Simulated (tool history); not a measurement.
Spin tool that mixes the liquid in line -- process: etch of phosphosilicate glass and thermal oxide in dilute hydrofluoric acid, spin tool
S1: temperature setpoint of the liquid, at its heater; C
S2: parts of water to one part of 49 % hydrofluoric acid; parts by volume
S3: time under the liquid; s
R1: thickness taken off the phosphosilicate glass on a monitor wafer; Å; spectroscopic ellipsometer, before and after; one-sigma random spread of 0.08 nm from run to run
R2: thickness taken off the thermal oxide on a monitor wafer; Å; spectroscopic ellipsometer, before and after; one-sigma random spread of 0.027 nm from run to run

run 1 hour=0 | S1=24 S2=210 S3=30 | R1=153.39 R2=6.7989
run 2 hour=7.6 | S1=22.5 S2=210 S3=30 | R1=143.93 R2=6.3519
run 3 hour=14.5 | S1=20.5 S2=210 S3=30 | R1=134.73 R2=5.5
run 4 hour=18.5 | S1=20.5 S2=210 S3=20 | R1=90.434 R2=3.4984
-- hour=21.3 hydrofluoric acid flow meter replaced
run 5 hour=21.3 | S1=20.5 S2=140 S3=20 | R1=136.76 R2=5.1945
run 6 hour=24.8 | S1=20.5 S2=140 S3=30 | R1=201.83 R2=8.494
run 7 hour=33.6 | S1=19.5 S2=155 S3=30 | R1=175.08 R2=7.0371
run 8 hour=40 | S1=19 S2=165 S3=30 | R1=157.95 R2=6.7284
run 9 hour=41 | S1=18.5 S2=170 S3=30 | R1=150.21 R2=5.7135
run 10 hour=45.6 | S1=18.5 S2=170 S3=30 | R1=148.34 R2=7.0147
run 11 hour=54.5 | S1=18.5 S2=175 S3=30 | R1=145.89 R2=6.1096
run 12 hour=56.8 | S1=18.5 S2=175 S3=30 | R1=145.67 R2=6.16
run 13 hour=63.4 | S1=18 S2=180 S3=30 | R1=137.03 R2=6.1271

Run 14 is up next; what results do you expect?
run 14 hour=66.4 | S1=18 S2=185 S3=30 | R1=? R2=?

R1: 132.12 Å
R2: 5.5816 Å
